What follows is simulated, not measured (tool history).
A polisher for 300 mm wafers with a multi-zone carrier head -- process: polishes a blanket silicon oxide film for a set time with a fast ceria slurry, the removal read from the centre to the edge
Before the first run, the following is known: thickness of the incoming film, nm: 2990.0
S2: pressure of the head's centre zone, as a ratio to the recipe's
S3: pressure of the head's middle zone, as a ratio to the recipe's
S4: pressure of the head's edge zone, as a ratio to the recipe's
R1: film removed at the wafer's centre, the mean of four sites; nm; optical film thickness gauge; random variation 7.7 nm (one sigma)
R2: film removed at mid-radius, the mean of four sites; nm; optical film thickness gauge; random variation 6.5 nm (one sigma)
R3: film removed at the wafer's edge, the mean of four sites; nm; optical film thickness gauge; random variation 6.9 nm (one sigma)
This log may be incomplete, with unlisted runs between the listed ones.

run 1 hour=0.0 | flow_of_slurry_(ml/min)=170 S2=1.00 S3=1.00 S4=1.00 polishing_time_(s)=42 | R1=499.65 R2=516.28 R3=520.62
run 2 hour=2.8 | flow_of_slurry_(ml/min)=195 S2=1.00 S3=1.00 S4=1.00 polishing_time_(s)=42 | R1=521.61 R2=525.92 R3=528.57
run 3 hour=11.7 | flow_of_slurry_(ml/min)=180 S2=1.00 S3=1.00 S4=1.00 polishing_time_(s)=42 | R1=511.31 R2=520.67 R3=531.95
run 4 hour=16.2 | flow_of_slurry_(ml/min)=180 S2=0.93 S3=1.00 S4=1.00 polishing_time_(s)=42 | R1=477.18 R2=528.99 R3=528.85
run 5 hour=22.0 | flow_of_slurry_(ml/min)=180 S2=0.93 S3=0.97 S4=1.00 polishing_time_(s)=42 | R1=478.65 R2=512.25 R3=527.82
run 6 hour=22.8 | flow_of_slurry_(ml/min)=190 S2=0.92 S3=1.01 S4=1.03 polishing_time_(s)=44 | R1=497.76 R2=554.52 R3=567.33
run 7 hour=29.6 | flow_of_slurry_(ml/min)=195 S2=0.91 S3=1.05 S4=1.04 polishing_time_(s)=45 | R1=506.70 R2=587.92 R3=586.49
run 8 hour=30.8 | flow_of_slurry_(ml/min)=200 S2=0.90 S3=1.08 S4=1.05 polishing_time_(s)=46 | R1=517.77 R2=612.75 R3=601.63
run 9 hour=32.9 | flow_of_slurry_(ml/min)=205 S2=0.89 S3=1.10 S4=1.05 polishing_time_(s)=47 | R1=528.96 R2=650.07 R3=614.00
run 10 hour=38.8 | flow_of_slurry_(ml/min)=210 S2=0.89 S3=1.12 S4=1.07 polishing_time_(s)=48 | R1=533.30 R2=680.44 R3=620.72
run 11 hour=44.9 | flow_of_slurry_(ml/min)=210 S2=0.89 S3=1.12 S4=1.07 polishing_time_(s)=48 | R1=532.42 R2=673.26 R3=631.74
run 12 hour=50.5 | flow_of_slurry_(ml/min)=215 S2=0.89 S3=1.13 S4=1.08 polishing_time_(s)=49 | R1=545.89 R2=704.65 R3=647.07

Estimate the outcome of run 13 from the log above:
run 13 hour=55.2 | flow_of_slurry_(ml/min)=240 S2=0.90 S3=1.14 S4=1.16 polishing_time_(s)=50 | R1=? R2=? R3=?

R1: 579.30 nm
R2: 724.21 nm
R3: 681.04 nm
